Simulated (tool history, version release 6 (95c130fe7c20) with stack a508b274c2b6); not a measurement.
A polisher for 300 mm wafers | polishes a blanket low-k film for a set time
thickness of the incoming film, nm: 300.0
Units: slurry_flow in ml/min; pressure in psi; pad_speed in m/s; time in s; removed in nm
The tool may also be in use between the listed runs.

run 1 hour=0.0 | slurry_flow=305 pressure=2.3 pad_speed=1.22 slurry_solids=1.0 time=38 | removed=24.421
run 2 hour=7.1 | slurry_flow=305 pressure=1.9 pad_speed=1.10 slurry_solids=1.0 time=38 | removed=18.940
run 3 hour=12.5 | slurry_flow=305 pressure=1.6 pad_speed=1.02 slurry_solids=1.0 time=38 | removed=15.096
run 4 hour=18.2 | slurry_flow=305 pressure=1.4 pad_speed=1.00 slurry_solids=1.0 time=38 | removed=13.509
run 5 hour=22.7 | slurry_flow=305 pressure=1.3 pad_speed=0.98 slurry_solids=1.0 time=38 | removed=12.011
run 6 hour=25.1 | slurry_flow=305 pressure=1.8 pad_speed=0.98 slurry_solids=1.0 time=38 | removed=17.035

Forecast run 7:
run 7 hour=27.5 | slurry_flow=305 pressure=1.6 pad_speed=0.96 slurry_solids=1.0 time=38 | removed=?

{"run 7": {"removed": 14.529}}
